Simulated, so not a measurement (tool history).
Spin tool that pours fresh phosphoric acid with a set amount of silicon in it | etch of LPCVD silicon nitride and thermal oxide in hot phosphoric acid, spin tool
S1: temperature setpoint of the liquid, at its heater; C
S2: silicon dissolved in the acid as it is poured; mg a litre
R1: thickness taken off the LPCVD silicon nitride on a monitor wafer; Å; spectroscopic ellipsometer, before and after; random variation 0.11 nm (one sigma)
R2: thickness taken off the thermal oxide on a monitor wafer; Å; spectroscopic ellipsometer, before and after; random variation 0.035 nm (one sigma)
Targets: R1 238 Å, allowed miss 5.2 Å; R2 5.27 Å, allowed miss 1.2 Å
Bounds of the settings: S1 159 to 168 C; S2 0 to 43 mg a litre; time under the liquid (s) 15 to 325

{"run": 1, "hour": 0.0, "S1": 164, "S2": 19, "time under the liquid (s)": 165, "R1": 167.08, "R2": 3.4336}
{"run": 2, "hour": 8.9, "S1": 165.5, "S2": 19, "time under the liquid (s)": 165, "R1": 176.97, "R2": 3.4652}
{"run": 3, "hour": 14.7, "S1": 165.5, "S2": 13, "time under the liquid (s)": 165, "R1": 176.47, "R2": 4.9516}
{"run": 4, "hour": 22.3, "S1": 164.5, "S2": 13, "time under the liquid (s)": 165, "R1": 170.89, "R2": 4.3693}
{"run": 5, "hour": 25.3, "S1": 165, "S2": 14.5, "time under the liquid (s)": 175, "R1": 183.98, "R2": 4.4115}
{"run": 6, "hour": 28.0, "S1": 165.5, "S2": 15, "time under the liquid (s)": 180, "R1": 191.71, "R2": 4.9911}
{"run": 7, "hour": 32.7, "S1": 166, "S2": 17, "time under the liquid (s)": 185, "R1": 200.05, "R2": 4.6042}
{"run": 8, "hour": 37.8, "S1": 166.5, "S2": 17.5, "time under the liquid (s)": 190, "R1": 211.19, "R2": 5.4164}
{"run": 9, "hour": 43.0, "S1": 167, "S2": 19, "time under the liquid (s)": 195, "R1": 218.97, "R2": 5.3503}
{"run": 10, "hour": 51.8, "S1": 167, "S2": 20, "time under the liquid (s)": 200, "R1": 224.93, "R2": 4.5237}
{"run": 11, "hour": 55.0, "S1": 167, "S2": 19.5, "time under the liquid (s)": 200, "R1": 224.08, "R2": 5.5077}
{"run": 12, "hour": 61.8, "S1": 167, "S2": 20.5, "time under the liquid (s)": 200, "R1": 224.25, "R2": 5.0398}
{"run": 13, "hour": 63.0, "S1": 167, "S2": 21, "time under the liquid (s)": 200, "R1": 223.79, "R2": 5.3026}
{"run": 14, "hour": 71.7, "S1": 167, "S2": 22, "time under the liquid (s)": 200, "R1": 224.6, "R2": 4.8433}

Which of these 4 next moves meets every target?
{"run": "A", "hour": 80.4, "S1": 166, "S2": 21, "time under the liquid (s)": 220, "R1": "?", "R2": "?"}
{"run": "B", "hour": 80.4, "S1": 167, "S2": 24.5, "time under the liquid (s)": 225, "R1": "?", "R2": "?"}
{"run": "C", "hour": 80.4, "S1": 164, "S2": 14, "time under the liquid (s)": 225, "R1": "?", "R2": "?"}
{"run": "D", "hour": 80.4, "S1": 168, "S2": 6, "time under the liquid (s)": 215, "R1": "?", "R2": "?"}

move=A R1=238.4 R2=5.4391
move=B R1=251.9 R2=5.3622
move=C R1=228.33 R2=5.8035
move=D R1=248.64 R2=8.8428
A: meets every target
B: takes the result that was furthest off past its target
C: nearer than the last run, and not there yet
D: takes the result that was furthest off past its target
Answer: A

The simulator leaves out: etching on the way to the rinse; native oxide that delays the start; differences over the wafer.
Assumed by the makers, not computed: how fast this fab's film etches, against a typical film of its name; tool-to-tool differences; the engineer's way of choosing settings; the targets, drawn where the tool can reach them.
